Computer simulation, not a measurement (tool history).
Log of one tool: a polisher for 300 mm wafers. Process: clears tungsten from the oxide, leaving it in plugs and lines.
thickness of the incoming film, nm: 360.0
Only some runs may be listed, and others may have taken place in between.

run	hour	flow of slurry (ml/min)	pressure of the wafer on the pad (kPa)	speed of the pad under the wafer (m/s)	abrasive content of the slurry	overpolish time after the end point (s)	time until the end point was called (s)
1	0	255	31.7	1.08	1	18	53.733
2	7.7	255	31.7	1.32	1	18	43.724
3	9.8	255	31.7	1.32	1.1	18	44.995
4	13.4	255	28.3	1.3	1.1	18	47.878
5	21.2	255	28.3	1.3	1.1	18	49.902
6	27.3	255	24.8	1.3	1.1	18	55.919
7	28.5	255	17.2	1.26	1.1	18	82.912
8	34.8	255	17.9	1.26	1.1	18	78.209

Expected results for the next run?
9	43.6	255	18.6	1.26	1.1	18	?

{"run 9": {"time until the end point was called (s)": 76.296}}

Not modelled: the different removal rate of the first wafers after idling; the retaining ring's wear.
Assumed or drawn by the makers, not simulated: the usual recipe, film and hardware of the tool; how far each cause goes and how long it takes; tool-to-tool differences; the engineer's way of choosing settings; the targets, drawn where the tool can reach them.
